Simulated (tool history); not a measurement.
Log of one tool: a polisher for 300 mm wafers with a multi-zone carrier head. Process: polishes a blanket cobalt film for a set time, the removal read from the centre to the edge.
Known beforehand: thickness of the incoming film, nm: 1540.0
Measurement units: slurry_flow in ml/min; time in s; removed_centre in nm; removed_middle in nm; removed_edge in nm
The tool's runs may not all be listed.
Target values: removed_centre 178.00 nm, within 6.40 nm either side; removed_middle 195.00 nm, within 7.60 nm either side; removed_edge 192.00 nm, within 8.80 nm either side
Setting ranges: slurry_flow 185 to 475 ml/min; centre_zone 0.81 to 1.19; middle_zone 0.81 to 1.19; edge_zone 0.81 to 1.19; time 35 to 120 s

Run 1, day 0.000: slurry_flow 305 ml/min, centre_zone 1.00, middle_zone 1.00, edge_zone 1.00, time 77 s. Result: removed_centre 358.88 nm, removed_middle 349.64 nm, removed_edge 355.35 nm.
Run 2, day 0.267: slurry_flow 305 ml/min, centre_zone 1.00, middle_zone 1.00, edge_zone 1.00, time 70 s. Result: removed_centre 319.71 nm, removed_middle 325.31 nm, removed_edge 318.30 nm.
Run 3, day 0.608: slurry_flow 305 ml/min, centre_zone 1.00, middle_zone 1.00, edge_zone 1.00, time 56 s. Result: removed_centre 258.13 nm, removed_middle 253.60 nm, removed_edge 259.22 nm.
Run 4, day 0.829: slurry_flow 305 ml/min, centre_zone 1.07, middle_zone 1.00, edge_zone 1.00, time 56 s. Result: removed_centre 267.06 nm, removed_middle 261.91 nm, removed_edge 258.64 nm.
Run 5, day 0.912: slurry_flow 305 ml/min, centre_zone 1.15, middle_zone 1.00, edge_zone 1.00, time 56 s. Result: removed_centre 289.90 nm, removed_middle 253.80 nm, removed_edge 254.35 nm.
Run 6, day 1.133: slurry_flow 305 ml/min, centre_zone 1.15, middle_zone 1.00, edge_zone 1.00, time 75 s. Result: removed_centre 377.06 nm, removed_middle 346.60 nm, removed_edge 345.75 nm.
Run 7, day 1.292: slurry_flow 295 ml/min, centre_zone 1.10, middle_zone 1.01, edge_zone 1.00, time 68 s. Result: removed_centre 335.40 nm, removed_middle 313.65 nm, removed_edge 312.08 nm.
Run 8, day 1.650: slurry_flow 305 ml/min, centre_zone 1.05, middle_zone 1.00, edge_zone 0.99, time 63 s. Result: removed_centre 297.17 nm, removed_middle 289.80 nm, removed_edge 291.48 nm.
Run 9, day 1.738: slurry_flow 295 ml/min, centre_zone 0.95, middle_zone 0.98, edge_zone 0.89, time 41 s. Result: removed_centre 183.16 nm, removed_middle 183.92 nm, removed_edge 176.91 nm.
Run 10, day 1.804: slurry_flow 295 ml/min, centre_zone 0.94, middle_zone 0.99, edge_zone 0.91, time 41 s. Result: removed_centre 179.16 nm, removed_middle 187.93 nm, removed_edge 179.79 nm.
Run 11, day 1.862: slurry_flow 295 ml/min, centre_zone 0.94, middle_zone 0.99, edge_zone 0.92, time 41 s. Result: removed_centre 178.67 nm, removed_middle 189.97 nm, removed_edge 176.48 nm.
Run 12, day 2.046: slurry_flow 300 ml/min, centre_zone 0.93, middle_zone 0.98, edge_zone 0.94, time 41 s. Result: removed_centre 181.91 nm, removed_middle 186.99 nm, removed_edge 178.60 nm.
Run 13, day 2.125: slurry_flow 280 ml/min, centre_zone 0.84, middle_zone 1.01, edge_zone 1.03, time 44 s. Result: removed_centre 178.62 nm, removed_middle 199.13 nm, removed_edge 201.88 nm.

Below are 4 possible settings for the next run. Only one of them brings all results inside the allowed miss of their targets. Which is it?
Run A, day 2.204: slurry_flow 290 ml/min, centre_zone 0.86, middle_zone 0.98, edge_zone 0.96, time 43 s. Result: removed_centre ?, removed_middle ?, removed_edge ?.
Run B, day 2.204: slurry_flow 295 ml/min, centre_zone 0.88, middle_zone 0.96, edge_zone 1.02, time 46 s. Result: removed_centre ?, removed_middle ?, removed_edge ?.
Run C, day 2.204: slurry_flow 240 ml/min, centre_zone 0.81, middle_zone 0.91, edge_zone 1.19, time 46 s. Result: removed_centre ?, removed_middle ?, removed_edge ?.
Run D, day 2.204: slurry_flow 325 ml/min, centre_zone 0.82, middle_zone 0.97, edge_zone 1.10, time 45 s. Result: removed_centre ?, removed_middle ?, removed_edge ?.

move  removed_centre  removed_middle  removed_edge
   A          175.57          191.06        187.57
   B          191.23          201.23        206.94
   C          175.45          187.58        219.58
   D          180.14          200.60        211.77
A: all results land within tolerance of their targets
B: moves away from the targets compared with the last run
C: moves away from the targets compared with the last run
D: moves away from the targets compared with the last run
Go with A: it meets all targets.
